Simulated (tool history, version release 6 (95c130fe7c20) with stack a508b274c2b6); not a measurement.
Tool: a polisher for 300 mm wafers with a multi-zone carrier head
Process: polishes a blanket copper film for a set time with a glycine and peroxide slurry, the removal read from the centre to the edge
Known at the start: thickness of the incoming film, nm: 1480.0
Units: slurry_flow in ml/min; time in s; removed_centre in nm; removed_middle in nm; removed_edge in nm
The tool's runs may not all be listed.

run 1 hour=0 | slurry_flow=125 centre_zone=1 middle_zone=1 edge_zone=1 time=31 | removed_centre=129.85 removed_middle=131.45 removed_edge=128.25
run 2 hour=7.7 | slurry_flow=130 centre_zone=1 middle_zone=1.01 edge_zone=1.03 time=32 | removed_centre=136.95 removed_middle=137.65 removed_edge=129.64
run 3 hour=16.6 | slurry_flow=145 centre_zone=1 middle_zone=1.01 edge_zone=1.03 time=32 | removed_centre=141.76 removed_middle=138.68 removed_edge=132.05
run 4 hour=21.1 | slurry_flow=140 centre_zone=0.99 middle_zone=1 edge_zone=1.03 time=34 | removed_centre=146.51 removed_middle=145.96 removed_edge=140.75
run 5 hour=29.9 | slurry_flow=140 centre_zone=0.99 middle_zone=1 edge_zone=1.03 time=38 | removed_centre=161.65 removed_middle=165.27 removed_edge=157.7
run 6 hour=31.3 | slurry_flow=140 centre_zone=0.99 middle_zone=1 edge_zone=0.98 time=38 | removed_centre=164.52 removed_middle=164.21 removed_edge=153.64

Forecast run 7:
run 7 hour=36.2 | slurry_flow=175 centre_zone=1 middle_zone=0.98 edge_zone=1.08 time=41 | removed_centre=? removed_middle=? removed_edge=?

removed_centre: 180.92 nm
removed_middle: 179.86 nm
removed_edge: 175.71 nm

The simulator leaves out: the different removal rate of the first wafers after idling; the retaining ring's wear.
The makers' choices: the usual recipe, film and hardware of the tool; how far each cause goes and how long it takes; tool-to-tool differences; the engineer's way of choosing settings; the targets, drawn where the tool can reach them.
